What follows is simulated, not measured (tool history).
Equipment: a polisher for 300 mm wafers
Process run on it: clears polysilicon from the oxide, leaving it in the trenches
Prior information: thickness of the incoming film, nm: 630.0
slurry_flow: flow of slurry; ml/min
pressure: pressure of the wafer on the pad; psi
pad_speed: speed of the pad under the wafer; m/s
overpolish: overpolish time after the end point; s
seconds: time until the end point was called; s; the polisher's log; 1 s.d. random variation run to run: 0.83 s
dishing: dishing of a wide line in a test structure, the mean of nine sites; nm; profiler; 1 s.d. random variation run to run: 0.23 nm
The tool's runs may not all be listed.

run,day,slurry_flow,pressure,pad_speed,overpolish,seconds,dishing
1,0.000,180,1.9,1.18,8,47.202,34.802
2,0.138,185,1.8,1.18,7,48.715,33.796
3,0.375,185,1.8,1.18,4,50.944,27.113
4,0.546,165,1.9,1.06,4,51.845,26.538
5,0.758,150,2.0,0.94,4,57.583,25.311
6,0.846,140,2.2,0.84,4,59.339,24.552
7,0.908,135,2.4,0.76,4,61.658,24.835
8,1.208,130,2.0,0.86,4,64.853,23.407
9,1.242,125,1.7,0.98,4,66.046,23.206
10,1.333,110,1.1,1.32,2,78.334,12.776

What will run 11 give?
11,1.617,120,1.1,1.36,2,?,?

Run 11 came out at seconds 77.059 s, dishing 12.865 nm.

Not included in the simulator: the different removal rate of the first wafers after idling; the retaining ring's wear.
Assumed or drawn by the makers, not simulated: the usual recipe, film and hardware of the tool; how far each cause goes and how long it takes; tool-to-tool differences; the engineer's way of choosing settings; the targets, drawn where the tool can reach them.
